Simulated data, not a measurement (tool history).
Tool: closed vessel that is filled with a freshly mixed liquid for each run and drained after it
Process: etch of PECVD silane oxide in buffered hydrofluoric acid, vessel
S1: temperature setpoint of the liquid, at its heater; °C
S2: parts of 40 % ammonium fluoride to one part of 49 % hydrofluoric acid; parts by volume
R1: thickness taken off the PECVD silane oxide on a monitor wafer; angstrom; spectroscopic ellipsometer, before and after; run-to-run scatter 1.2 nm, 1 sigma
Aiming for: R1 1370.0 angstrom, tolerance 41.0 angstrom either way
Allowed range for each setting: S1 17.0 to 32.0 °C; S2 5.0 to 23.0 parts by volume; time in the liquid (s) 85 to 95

Run 1, day 0.000: S1 24.0 °C, S2 14.0 parts by volume, time in the liquid (s) 85. Result: R1 1642.3 angstrom.
Run 2, day 0.208: S1 24.0 °C, S2 12.0 parts by volume, time in the liquid (s) 85. Result: R1 1916.4 angstrom.
Run 3, day 0.312: S1 24.0 °C, S2 9.0 parts by volume, time in the liquid (s) 85. Result: R1 2464.7 angstrom.
Run 4, day 0.550: S1 23.0 °C, S2 9.5 parts by volume, time in the liquid (s) 85. Result: R1 2244.4 angstrom.
Run 5, day 0.621: S1 22.0 °C, S2 10.0 parts by volume, time in the liquid (s) 85. Result: R1 2073.1 angstrom.
Run 6, day 0.900: S1 21.0 °C, S2 10.5 parts by volume, time in the liquid (s) 85. Result: R1 1874.2 angstrom.
Run 7, day 1.042: S1 20.5 °C, S2 11.0 parts by volume, time in the liquid (s) 85. Result: R1 1745.4 angstrom.
Run 8, day 1.258: S1 17.0 °C, S2 12.0 parts by volume, time in the liquid (s) 85. Result: R1 1287.2 angstrom.
Run 9, day 1.325: S1 17.0 °C, S2 12.0 parts by volume, time in the liquid (s) 85. Result: R1 1305.4 angstrom.

Exercise: of the 5 proposed moves below, exactly one satisfies all targets within the stated allowed misses. Which move is it?
Run A, day 1.392: S1 17.0 °C, S2 10.5 parts by volume, time in the liquid (s) 85. Result: R1 ?.
Run B, day 1.392: S1 18.5 °C, S2 14.0 parts by volume, time in the liquid (s) 95. Result: R1 ?.
Run C, day 1.392: S1 17.0 °C, S2 12.0 parts by volume, time in the liquid (s) 95. Result: R1 ?.
Run D, day 1.392: S1 17.0 °C, S2 13.0 parts by volume, time in the liquid (s) 90. Result: R1 ?.
Run E, day 1.392: S1 17.5 °C, S2 12.0 parts by volume, time in the liquid (s) 95. Result: R1 ?.

move      R1
   A  1479.8
   B  1359.1
   C  1451.6
   D  1271.5
   E  1493.6
A: moves the result that the last run missed by most past its target, out the other side
B: every result lands within tolerance
C: moves the result that the last run missed by most past its target, out the other side
D: moves away from the targets compared with the last run
E: moves the result that the last run missed by most past its target, out the other side
The move that meets every target is B.

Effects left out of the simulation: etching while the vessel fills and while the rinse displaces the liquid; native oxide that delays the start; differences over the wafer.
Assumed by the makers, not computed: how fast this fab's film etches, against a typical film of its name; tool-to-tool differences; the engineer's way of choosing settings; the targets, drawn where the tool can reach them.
